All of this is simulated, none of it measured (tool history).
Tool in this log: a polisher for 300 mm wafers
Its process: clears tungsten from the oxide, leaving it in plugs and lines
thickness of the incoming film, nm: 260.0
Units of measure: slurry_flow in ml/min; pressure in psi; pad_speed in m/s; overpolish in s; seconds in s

run 1 hour=0 | slurry_flow=285 pressure=4.2 pad_speed=1.06 slurry_solids=1 overpolish=8 | seconds=49.213
run 2 hour=7.7 | slurry_flow=285 pressure=4.2 pad_speed=1.28 slurry_solids=1 overpolish=8 | seconds=39.929
run 3 hour=15.7 | slurry_flow=330 pressure=4.2 pad_speed=1.28 slurry_solids=1 overpolish=8 | seconds=40.328
run 4 hour=23.1 | slurry_flow=330 pressure=3.6 pad_speed=1.28 slurry_solids=1 overpolish=8 | seconds=43.319
run 5 hour=29.6 | slurry_flow=330 pressure=3.6 pad_speed=1.28 slurry_solids=1 overpolish=8 | seconds=44.785
run 6 hour=37.7 | slurry_flow=330 pressure=4.1 pad_speed=1.28 slurry_solids=1 overpolish=8 | seconds=40.805
run 7 hour=43.9 | slurry_flow=330 pressure=4.5 pad_speed=1.28 slurry_solids=1 overpolish=8 | seconds=37.435
-- hour=45.5 head pressure recalibrated
run 8 hour=45.5 | slurry_flow=330 pressure=4.8 pad_speed=1.28 slurry_solids=1 overpolish=8 | seconds=38.563
run 9 hour=53.1 | slurry_flow=330 pressure=5.3 pad_speed=1.3 slurry_solids=1 overpolish=8 | seconds=36.053

What does the tool deliver on the next run?
run 10 hour=61.7 | slurry_flow=330 pressure=5.6 pad_speed=1.32 slurry_solids=1 overpolish=8 | seconds=?

{"run 10": {"seconds": 33.225}}
